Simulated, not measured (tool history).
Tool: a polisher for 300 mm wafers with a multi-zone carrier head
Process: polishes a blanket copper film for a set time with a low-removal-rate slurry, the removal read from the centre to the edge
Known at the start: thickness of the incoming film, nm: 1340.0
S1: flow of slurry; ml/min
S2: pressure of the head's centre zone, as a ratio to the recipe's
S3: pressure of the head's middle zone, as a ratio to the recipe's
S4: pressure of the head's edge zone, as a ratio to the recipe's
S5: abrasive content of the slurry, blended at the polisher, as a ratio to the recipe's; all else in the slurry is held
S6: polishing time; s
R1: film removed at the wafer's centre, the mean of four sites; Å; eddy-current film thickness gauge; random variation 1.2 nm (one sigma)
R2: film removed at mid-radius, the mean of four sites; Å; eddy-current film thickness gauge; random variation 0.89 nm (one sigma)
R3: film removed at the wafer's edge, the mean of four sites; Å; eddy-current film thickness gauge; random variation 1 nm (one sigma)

{"run": 1, "hour": 0.0, "S1": 195, "S2": 1, "S3": 1, "S4": 1, "S5": 1, "S6": 47, "R1": 1418.4, "R2": 1411.4, "R3": 1431.9}
{"run": 2, "hour": 2.7, "S1": 190, "S2": 0.99, "S3": 0.99, "S4": 0.97, "S5": 0.9, "S6": 45, "R1": 1313.6, "R2": 1314.4, "R3": 1314.5}
{"run": 3, "hour": 11.5, "S1": 190, "S2": 0.99, "S3": 0.99, "S4": 1.04, "S5": 0.9, "S6": 45, "R1": 1306.3, "R2": 1305.4, "R3": 1351.8}
{"run": 4, "hour": 13.7, "S1": 190, "S2": 0.99, "S3": 0.99, "S4": 1.04, "S5": 0.9, "S6": 56, "R1": 1603.8, "R2": 1661.5, "R3": 1690.8}
{"run": 5, "hour": 18.5, "S1": 185, "S2": 0.98, "S3": 0.98, "S4": 1.01, "S5": 0.8, "S6": 53, "R1": 1460, "R2": 1497.4, "R3": 1559.2}
{"run": 6, "hour": 23.4, "S1": 185, "S2": 0.98, "S3": 0.98, "S4": 1.01, "S5": 0.8, "S6": 46, "R1": 1308.1, "R2": 1294, "R3": 1335.3}
{"run": 7, "hour": 30.7, "S1": 185, "S2": 0.98, "S3": 0.98, "S4": 1.01, "S5": 0.8, "S6": 46, "R1": 1282.9, "R2": 1273.5, "R3": 1350}
{"run": 8, "hour": 38.6, "S1": 190, "S2": 0.98, "S3": 0.99, "S4": 0.98, "S5": 0.75, "S6": 44, "R1": 1194.9, "R2": 1229.8, "R3": 1249.6}
{"run": 9, "hour": 39.4, "S1": 190, "S2": 0.99, "S3": 0.98, "S4": 0.96, "S5": 0.7, "S6": 43, "R1": 1177.9, "R2": 1171, "R3": 1191.9}
{"run": 10, "hour": 42.0, "S1": 155, "S2": 0.94, "S3": 0.93, "S4": 0.86, "S5": 0.5, "S6": 41, "R1": 948.43, "R2": 946.17, "R3": 991.14}
{"run": 11, "hour": 45.6, "S1": 165, "S2": 0.95, "S3": 0.93, "S4": 0.86, "S5": 0.5, "S6": 41, "R1": 964.73, "R2": 960.74, "R3": 997.08}

Forecast run 12:
{"run": 12, "hour": 50.2, "S1": 170, "S2": 0.96, "S3": 0.93, "S4": 0.86, "S5": 0.5, "S6": 41, "R1": "?", "R2": "?", "R3": "?"}

{"run 12": {"R1": 983.16, "R2": 987.05, "R3": 991}}

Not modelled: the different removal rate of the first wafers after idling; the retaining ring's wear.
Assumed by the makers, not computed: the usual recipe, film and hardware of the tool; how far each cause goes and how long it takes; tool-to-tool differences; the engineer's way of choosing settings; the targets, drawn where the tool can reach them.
